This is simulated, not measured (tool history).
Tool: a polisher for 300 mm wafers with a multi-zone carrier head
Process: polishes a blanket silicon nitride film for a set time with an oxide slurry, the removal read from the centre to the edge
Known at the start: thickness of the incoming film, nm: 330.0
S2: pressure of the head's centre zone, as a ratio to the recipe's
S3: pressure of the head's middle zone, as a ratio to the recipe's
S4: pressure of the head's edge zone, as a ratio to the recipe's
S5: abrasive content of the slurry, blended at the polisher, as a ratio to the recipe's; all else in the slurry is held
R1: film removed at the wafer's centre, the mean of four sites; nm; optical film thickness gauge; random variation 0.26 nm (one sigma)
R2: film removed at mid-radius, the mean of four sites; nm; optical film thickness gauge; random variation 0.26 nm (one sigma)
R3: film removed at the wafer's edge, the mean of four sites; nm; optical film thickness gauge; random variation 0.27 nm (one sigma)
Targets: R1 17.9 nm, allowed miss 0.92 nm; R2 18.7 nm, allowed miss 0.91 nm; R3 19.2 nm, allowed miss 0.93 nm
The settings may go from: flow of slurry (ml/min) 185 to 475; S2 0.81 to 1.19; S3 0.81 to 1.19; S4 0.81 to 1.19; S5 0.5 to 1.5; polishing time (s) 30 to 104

Run 1, hour 0: flow of slurry (ml/min) 305, S2 1, S3 1, S4 1, S5 1, polishing time (s) 67. Result: R1 29.01 nm, R2 28.094 nm, R3 28.786 nm.
Run 2, hour 3: flow of slurry (ml/min) 305, S2 0.98, S3 0.99, S4 0.99, S5 0.85, polishing time (s) 64. Result: R1 24.555 nm, R2 26.048 nm, R3 26.516 nm.
Run 3, hour 9.2: flow of slurry (ml/min) 355, S2 0.98, S3 0.99, S4 0.99, S5 0.85, polishing time (s) 64. Result: R1 25.579 nm, R2 26.12 nm, R3 26.073 nm.
Run 4, hour 15.3: flow of slurry (ml/min) 355, S2 0.98, S3 0.99, S4 0.93, S5 0.85, polishing time (s) 64. Result: R1 25.212 nm, R2 26.06 nm, R3 25.46 nm.
Run 5, hour 18.3: flow of slurry (ml/min) 355, S2 0.98, S3 0.99, S4 0.93, S5 0.85, polishing time (s) 80. Result: R1 31.747 nm, R2 31.946 nm, R3 32.66 nm.
Run 6, hour 21.4: flow of slurry (ml/min) 355, S2 0.98, S3 0.99, S4 0.97, S5 0.85, polishing time (s) 80. Result: R1 32.743 nm, R2 32.957 nm, R3 32.94 nm.
Run 7, hour 28.8: flow of slurry (ml/min) 355, S2 0.98, S3 0.97, S4 0.96, S5 0.75, polishing time (s) 73. Result: R1 28.25 nm, R2 27.138 nm, R3 28.026 nm.
Run 8, hour 35.6: flow of slurry (ml/min) 360, S2 0.96, S3 0.96, S4 0.95, S5 0.7, polishing time (s) 69. Result: R1 25.122 nm, R2 24.518 nm, R3 25.575 nm.
Run 9, hour 40.9: flow of slurry (ml/min) 365, S2 0.94, S3 0.96, S4 0.94, S5 0.65, polishing time (s) 66. Result: R1 22.973 nm, R2 23.267 nm, R3 23.62 nm.
Run 10, hour 47.9: flow of slurry (ml/min) 365, S2 0.92, S3 0.95, S4 0.93, S5 0.6, polishing time (s) 64. Result: R1 20.983 nm, R2 21.599 nm, R3 21.908 nm.
Run 11, hour 50.9: flow of slurry (ml/min) 365, S2 0.91, S3 0.94, S4 0.92, S5 0.55, polishing time (s) 63. Result: R1 20.342 nm, R2 20.857 nm, R3 21.283 nm.
Run 12, hour 54.3: flow of slurry (ml/min) 360, S2 0.87, S3 0.92, S4 0.9, S5 0.5, polishing time (s) 57. Result: R1 16.656 nm, R2 17.079 nm, R3 18.321 nm.

Which of these 5 next moves meets every target?
Run A, hour 57.7: flow of slurry (ml/min) 355, S2 0.87, S3 1.1, S4 0.94, S5 0.65, polishing time (s) 48. Result: R1 ?, R2 ?, R3 ?.
Run B, hour 57.7: flow of slurry (ml/min) 360, S2 0.89, S3 0.83, S4 0.91, S5 0.5, polishing time (s) 51. Result: R1 ?, R2 ?, R3 ?.
Run C, hour 57.7: flow of slurry (ml/min) 400, S2 0.91, S3 0.93, S4 0.95, S5 0.5, polishing time (s) 59. Result: R1 ?, R2 ?, R3 ?.
Run D, hour 57.7: flow of slurry (ml/min) 315, S2 0.92, S3 0.84, S4 0.96, S5 0.65, polishing time (s) 51. Result: R1 ?, R2 ?, R3 ?.
Run E, hour 57.7: flow of slurry (ml/min) 350, S2 1.05, S3 0.96, S4 0.81, S5 0.5, polishing time (s) 59. Result: R1 ?, R2 ?, R3 ?.

move      R1      R2      R3
   A  15.733  18.821  17.291
   B  15.327  14.178    16.3
   C  18.318   18.17   19.34
   D  17.435  15.766   18.46
   E  20.909  18.444  17.833
A: brings the result that was furthest off to its target, and leaves another outside
B: further off than the last run
C: meets every target
D: further off than the last run
E: brings the result that was furthest off to its target, and leaves another outside
The right move is C.

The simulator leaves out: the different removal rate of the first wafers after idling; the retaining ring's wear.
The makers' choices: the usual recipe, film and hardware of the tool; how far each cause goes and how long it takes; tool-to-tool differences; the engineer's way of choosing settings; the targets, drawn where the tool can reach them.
